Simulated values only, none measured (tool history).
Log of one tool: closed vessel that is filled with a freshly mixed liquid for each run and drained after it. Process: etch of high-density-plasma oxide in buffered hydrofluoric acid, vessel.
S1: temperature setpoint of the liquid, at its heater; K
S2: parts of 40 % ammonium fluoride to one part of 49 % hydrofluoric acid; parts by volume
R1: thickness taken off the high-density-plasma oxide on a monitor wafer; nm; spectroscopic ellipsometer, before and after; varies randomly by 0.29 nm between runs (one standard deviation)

{"run": 1, "hour": 0.0, "S1": 296.15, "S2": 12.0, "time in the liquid (s)": 95, "R1": 102.51}
{"run": 2, "hour": 6.8, "S1": 296.15, "S2": 12.0, "time in the liquid (s)": 105, "R1": 113.38}
{"run": 3, "hour": 13.6, "S1": 296.15, "S2": 9.5, "time in the liquid (s)": 105, "R1": 139.55}
{"run": 4, "hour": 22.1, "S1": 295.15, "S2": 10.5, "time in the liquid (s)": 105, "R1": 121.86}
{"run": 5, "hour": 30.0, "S1": 295.15, "S2": 12.0, "time in the liquid (s)": 105, "R1": 107.3}
{"run": 6, "hour": 30.9, "S1": 294.15, "S2": 12.5, "time in the liquid (s)": 105, "R1": 97.082}
{"run": 7, "hour": 38.8, "S1": 293.15, "S2": 13.0, "time in the liquid (s)": 105, "R1": 88.519}
{"run": 8, "hour": 47.5, "S1": 292.65, "S2": 13.5, "time in the liquid (s)": 105, "R1": 83.306}

What does the tool deliver on the next run?
{"run": 9, "hour": 54.3, "S1": 292.15, "S2": 14.0, "time in the liquid (s)": 105, "R1": "?"}

{"run 9": {"R1": 77.765}}

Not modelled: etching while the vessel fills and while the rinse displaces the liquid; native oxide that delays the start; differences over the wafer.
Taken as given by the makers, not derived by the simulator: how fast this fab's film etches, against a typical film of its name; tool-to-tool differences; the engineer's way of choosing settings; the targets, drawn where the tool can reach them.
